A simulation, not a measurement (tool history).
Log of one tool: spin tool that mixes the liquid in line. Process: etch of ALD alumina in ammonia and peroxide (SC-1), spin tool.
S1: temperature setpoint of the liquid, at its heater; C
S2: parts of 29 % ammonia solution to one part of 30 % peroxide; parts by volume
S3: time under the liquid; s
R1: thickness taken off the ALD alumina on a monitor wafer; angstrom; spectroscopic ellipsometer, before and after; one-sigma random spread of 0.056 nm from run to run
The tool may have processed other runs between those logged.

run 1 hour=0.0 | S1=57.0 S2=0.65 S3=105 | R1=96.294
run 2 hour=3.4 | S1=57.0 S2=0.65 S3=115 | R1=105.320
run 3 hour=10.2 | S1=58.0 S2=0.65 S3=115 | R1=110.460
run 4 hour=16.3 | S1=53.5 S2=0.65 S3=115 | R1=87.221
run 5 hour=18.1 | S1=55.0 S2=0.65 S3=115 | R1=94.865
run 6 hour=24.4 | S1=56.5 S2=0.65 S3=115 | R1=103.130
run 7 hour=31.3 | S1=57.5 S2=0.65 S3=115 | R1=108.180
run 8 hour=33.3 | S1=58.0 S2=0.65 S3=115 | R1=110.010

Predict the results of run 9:
run 9 hour=36.6 | S1=58.5 S2=0.65 S3=115 | R1=?

{"run 9": {"R1": 113.71}}

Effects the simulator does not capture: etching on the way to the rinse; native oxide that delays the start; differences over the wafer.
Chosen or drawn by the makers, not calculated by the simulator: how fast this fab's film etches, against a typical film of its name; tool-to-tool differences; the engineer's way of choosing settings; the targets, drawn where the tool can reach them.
